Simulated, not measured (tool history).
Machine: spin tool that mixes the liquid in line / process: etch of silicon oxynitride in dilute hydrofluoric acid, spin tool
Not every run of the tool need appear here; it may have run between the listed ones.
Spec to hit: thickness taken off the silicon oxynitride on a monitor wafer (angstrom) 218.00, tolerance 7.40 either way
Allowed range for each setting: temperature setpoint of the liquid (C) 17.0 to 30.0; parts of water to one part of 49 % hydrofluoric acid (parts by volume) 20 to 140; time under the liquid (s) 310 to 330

run	hour	temperature setpoint of the liquid (C)	parts of water to one part of 49 % hydrofluoric acid (parts by volume)	time under the liquid (s)	thickness taken off the silicon oxynitride on a monitor wafer (angstrom)
1	0.0	22.0	75	310	185.28
2	1.7	22.0	75	330	200.31
3	5.1	22.5	75	330	204.98
4	8.3	25.5	75	330	236.78
5	10.3	25.0	75	330	233.72
6	18.5	22.0	75	330	198.84
7	24.3	22.5	75	330	206.14
8	28.1	23.0	75	330	209.81

Pick the move, out of 4, that brings all results within their allowed miss; only one does.
A	31.9	25.5	85	325	?
B	31.9	20.5	70	330	?
C	31.9	26.0	85	310	?
D	31.9	23.5	70	310	?

move	thickness taken off the silicon oxynitride on a monitor wafer (angstrom)
A	206.70
B	202.63
C	201.85
D	220.45
A: the biggest miss grows against the last run
B: the biggest miss grows against the last run
C: the biggest miss grows against the last run
D: meets every target
The right move is D.

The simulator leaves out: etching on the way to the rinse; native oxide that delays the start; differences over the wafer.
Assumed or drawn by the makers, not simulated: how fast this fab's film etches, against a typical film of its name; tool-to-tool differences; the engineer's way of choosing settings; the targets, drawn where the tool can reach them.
